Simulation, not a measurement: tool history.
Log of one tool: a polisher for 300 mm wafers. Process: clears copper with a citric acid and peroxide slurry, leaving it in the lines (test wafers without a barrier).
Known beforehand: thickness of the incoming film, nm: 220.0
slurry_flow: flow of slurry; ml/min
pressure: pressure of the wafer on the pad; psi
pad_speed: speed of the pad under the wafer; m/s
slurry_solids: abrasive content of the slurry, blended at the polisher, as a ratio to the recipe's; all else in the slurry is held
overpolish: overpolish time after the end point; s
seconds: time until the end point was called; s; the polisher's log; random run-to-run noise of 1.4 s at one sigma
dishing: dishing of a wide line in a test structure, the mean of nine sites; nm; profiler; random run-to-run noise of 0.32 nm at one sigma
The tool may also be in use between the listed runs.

run,hour,slurry_flow,pressure,pad_speed,slurry_solids,overpolish,seconds,dishing
1,0.0,220,2.7,1.42,1.0,21,84.903,16.645
2,2.0,220,2.7,1.24,1.0,21,93.847,16.191
3,5.6,220,2.7,1.10,1.0,21,99.886,15.821
4,6.3,220,3.3,1.10,1.0,21,81.724,17.313
5,10.8,220,3.2,1.10,1.0,22,81.576,16.942
6,16.6,220,3.1,1.10,1.0,24,87.043,17.073
7,25.4,220,3.0,1.10,1.0,26,88.714,17.215

The next listed run, before its measurement:
8,27.5,220,2.9,1.10,1.0,27,?,?

{"run 8": {"seconds": 92.577, "dishing": 17.171}}

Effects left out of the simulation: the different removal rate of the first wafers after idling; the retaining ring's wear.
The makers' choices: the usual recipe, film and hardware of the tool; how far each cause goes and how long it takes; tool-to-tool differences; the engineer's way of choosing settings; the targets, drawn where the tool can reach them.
